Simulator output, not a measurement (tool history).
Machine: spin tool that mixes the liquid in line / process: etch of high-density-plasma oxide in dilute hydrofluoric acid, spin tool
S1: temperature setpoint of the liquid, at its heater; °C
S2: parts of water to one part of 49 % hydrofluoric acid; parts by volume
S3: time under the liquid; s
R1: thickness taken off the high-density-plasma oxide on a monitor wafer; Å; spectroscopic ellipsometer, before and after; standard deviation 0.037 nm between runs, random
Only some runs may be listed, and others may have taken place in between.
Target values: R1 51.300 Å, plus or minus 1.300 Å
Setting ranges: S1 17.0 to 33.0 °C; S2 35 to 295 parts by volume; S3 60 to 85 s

Run 1, day 0.000: S1 25.0 °C, S2 165 parts by volume, S3 85 s. Result: R1 42.907 Å.
Run 2, day 0.254: S1 23.0 °C, S2 165 parts by volume, S3 85 s. Result: R1 39.482 Å.
Run 3, day 0.525: S1 23.0 °C, S2 165 parts by volume, S3 85 s. Result: R1 40.119 Å.
Run 4, day 0.546: S1 24.5 °C, S2 165 parts by volume, S3 85 s. Result: R1 42.214 Å.
Run 5, day 0.825: S1 26.0 °C, S2 165 parts by volume, S3 85 s. Result: R1 44.126 Å.
Run 6, day 0.971: S1 26.0 °C, S2 165 parts by volume, S3 60 s. Result: R1 31.420 Å.
Run 7, day 1.029: S1 26.0 °C, S2 150 parts by volume, S3 60 s. Result: R1 35.334 Å.
Run 8, day 1.217: S1 26.5 °C, S2 135 parts by volume, S3 60 s. Result: R1 40.811 Å.

4 next moves are on the table. One of them brings every result within its allowed miss. Which?
Run A, day 1.404: S1 28.0 °C, S2 140 parts by volume, S3 80 s. Result: R1 ?.
Run B, day 1.404: S1 27.0 °C, S2 135 parts by volume, S3 75 s. Result: R1 ?.
Run C, day 1.404: S1 25.0 °C, S2 175 parts by volume, S3 75 s. Result: R1 ?.
Run D, day 1.404: S1 26.5 °C, S2 135 parts by volume, S3 80 s. Result: R1 ?.

move      R1
   A  55.061
   B  51.900
   C  35.430
   D  54.329
A: moves the result that the last run missed by most past its target, out the other side
B: every result within its allowed miss
C: its largest miss is bigger than the last run's
D: moves the result that the last run missed by most past its target, out the other side
The move that meets every target is B.

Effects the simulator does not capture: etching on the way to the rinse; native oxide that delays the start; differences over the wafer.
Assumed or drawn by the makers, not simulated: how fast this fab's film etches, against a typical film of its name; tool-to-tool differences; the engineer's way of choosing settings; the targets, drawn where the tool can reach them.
